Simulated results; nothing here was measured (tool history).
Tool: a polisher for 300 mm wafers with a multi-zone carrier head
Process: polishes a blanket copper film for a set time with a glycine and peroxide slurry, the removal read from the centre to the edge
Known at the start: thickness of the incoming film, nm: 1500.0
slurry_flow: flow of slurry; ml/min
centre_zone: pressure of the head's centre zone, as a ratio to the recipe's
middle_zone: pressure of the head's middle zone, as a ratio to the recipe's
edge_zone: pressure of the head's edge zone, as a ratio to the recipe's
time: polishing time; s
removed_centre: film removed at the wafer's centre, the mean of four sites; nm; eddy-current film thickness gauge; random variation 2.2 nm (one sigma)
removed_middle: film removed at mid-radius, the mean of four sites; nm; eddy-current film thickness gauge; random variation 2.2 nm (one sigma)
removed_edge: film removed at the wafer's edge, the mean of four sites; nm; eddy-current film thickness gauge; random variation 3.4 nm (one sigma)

run 1 day=0 | slurry_flow=235 centre_zone=1 middle_zone=1 edge_zone=1 time=85 | removed_centre=439.48 removed_middle=427.49 removed_edge=437.82
run 2 day=0.288 | slurry_flow=225 centre_zone=1.01 middle_zone=0.95 edge_zone=0.98 time=76 | removed_centre=391.18 removed_middle=372.18 removed_edge=380.34
run 3 day=0.379 | slurry_flow=195 centre_zone=1.01 middle_zone=0.95 edge_zone=0.98 time=76 | removed_centre=382.28 removed_middle=367.93 removed_edge=377.7
run 4 day=0.612 | slurry_flow=195 centre_zone=1.01 middle_zone=0.95 edge_zone=0.98 time=91 | removed_centre=453.77 removed_middle=442.66 removed_edge=445.27
run 5 day=0.638 | slurry_flow=195 centre_zone=1.01 middle_zone=0.99 edge_zone=0.98 time=91 | removed_centre=458.54 removed_middle=449.77 removed_edge=453.23
run 6 day=0.854 | slurry_flow=195 centre_zone=1.01 middle_zone=0.99 edge_zone=0.91 time=91 | removed_centre=457.67 removed_middle=442.74 removed_edge=439.43
run 7 day=1.225 | slurry_flow=240 centre_zone=1.02 middle_zone=0.94 edge_zone=0.96 time=78 | removed_centre=409.64 removed_middle=386.43 removed_edge=391.74
run 8 day=1.392 | slurry_flow=235 centre_zone=1.05 middle_zone=0.91 edge_zone=1.02 time=69 | removed_centre=371.32 removed_middle=334.98 removed_edge=352.23
run 9 day=1.683 | slurry_flow=230 centre_zone=1.07 middle_zone=0.88 edge_zone=1.06 time=64 | removed_centre=351 removed_middle=299.06 removed_edge=336.71
run 10 day=1.838 | slurry_flow=220 centre_zone=1.07 middle_zone=0.86 edge_zone=1.06 time=61 | removed_centre=333.59 removed_middle=280.54 removed_edge=315.25

The next listed run, before its measurement:
run 11 day=1.871 | slurry_flow=205 centre_zone=1.07 middle_zone=0.85 edge_zone=1.06 time=60 | removed_centre=? removed_middle=? removed_edge=?

{"run 11": {"removed_centre": 324.08, "removed_middle": 268.2, "removed_edge": 305.69}}
